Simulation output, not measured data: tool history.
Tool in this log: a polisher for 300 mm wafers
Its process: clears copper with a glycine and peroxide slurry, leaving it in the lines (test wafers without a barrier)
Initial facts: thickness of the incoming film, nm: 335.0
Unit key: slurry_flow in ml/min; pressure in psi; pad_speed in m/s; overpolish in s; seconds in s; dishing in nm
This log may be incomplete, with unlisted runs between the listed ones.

{"run": 1, "hour": 0.0, "slurry_flow": 120, "pressure": 1.7, "pad_speed": 1.22, "overpolish": 16, "seconds": 92.892, "dishing": 41.229}
{"run": 2, "hour": 8.6, "slurry_flow": 120, "pressure": 2.1, "pad_speed": 1.22, "overpolish": 16, "seconds": 78.164, "dishing": 47.706}
{"run": 3, "hour": 14.6, "slurry_flow": 120, "pressure": 1.9, "pad_speed": 1.24, "overpolish": 14, "seconds": 86.319, "dishing": 41.246}
{"run": 4, "hour": 19.4, "slurry_flow": 130, "pressure": 1.8, "pad_speed": 1.18, "overpolish": 13, "seconds": 90.848, "dishing": 35.453}
{"run": 5, "hour": 26.2, "slurry_flow": 105, "pressure": 1.8, "pad_speed": 1.18, "overpolish": 13, "seconds": 92.699, "dishing": 35.487}
{"run": 6, "hour": 33.2, "slurry_flow": 105, "pressure": 1.8, "pad_speed": 1.18, "overpolish": 16, "seconds": 94.782, "dishing": 40.738}
{"run": 7, "hour": 41.0, "slurry_flow": 115, "pressure": 1.7, "pad_speed": 1.14, "overpolish": 14, "seconds": 96.89, "dishing": 35.761}
{"run": 8, "hour": 42.1, "slurry_flow": 125, "pressure": 1.7, "pad_speed": 1.08, "overpolish": 13, "seconds": 98.77, "dishing": 32.523}
{"run": 9, "hour": 45.4, "slurry_flow": 135, "pressure": 1.7, "pad_speed": 1.04, "overpolish": 12, "seconds": 100.42, "dishing": 29.809}
{"run": 10, "hour": 49.7, "slurry_flow": 135, "pressure": 1.7, "pad_speed": 1.04, "overpolish": 12, "seconds": 102.18, "dishing": 29.509}

Run 11, settings as shown, results not yet in. Your forecast:
{"run": 11, "hour": 57.7, "slurry_flow": 140, "pressure": 1.7, "pad_speed": 1.02, "overpolish": 11, "seconds": "?", "dishing": "?"}

For run 11 the tool returned seconds 105.17 s, dishing 28.482 nm.
